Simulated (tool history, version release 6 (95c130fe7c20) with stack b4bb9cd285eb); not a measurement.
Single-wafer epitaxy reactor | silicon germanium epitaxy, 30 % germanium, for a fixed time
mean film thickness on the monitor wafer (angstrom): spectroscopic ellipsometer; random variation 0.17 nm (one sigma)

run    day  wafer temperature setpoint (pyrometer-controlled) (K)  chamber pressure (Pa)  mean film thickness on the monitor wafer (angstrom)
  1  0.000                                                 873.15                   1986                                               519.98
  2  0.142                                                 876.15                   2000                                               550.98
  3  0.354                                                 878.15                   2013                                               573.93
  4  0.483                                                 880.15                   2013                                               594.94
  5  0.725                                                 880.15                   1773                                               567.94
  6  1.079                                                 882.15                   1773                                               589.26
  7  1.154                                                 883.15                   1773                                               600.75
     1.521  -- capacitance manometer re-zeroed and calibrated
  8  1.521                                                 883.15                   1773                                               615.54

Run 9 comes next. What will it give?
  9  1.783                                                 884.15                   1773                                                    ?

Run 9 gave mean film thickness on the monitor wafer (angstrom) 624.89.

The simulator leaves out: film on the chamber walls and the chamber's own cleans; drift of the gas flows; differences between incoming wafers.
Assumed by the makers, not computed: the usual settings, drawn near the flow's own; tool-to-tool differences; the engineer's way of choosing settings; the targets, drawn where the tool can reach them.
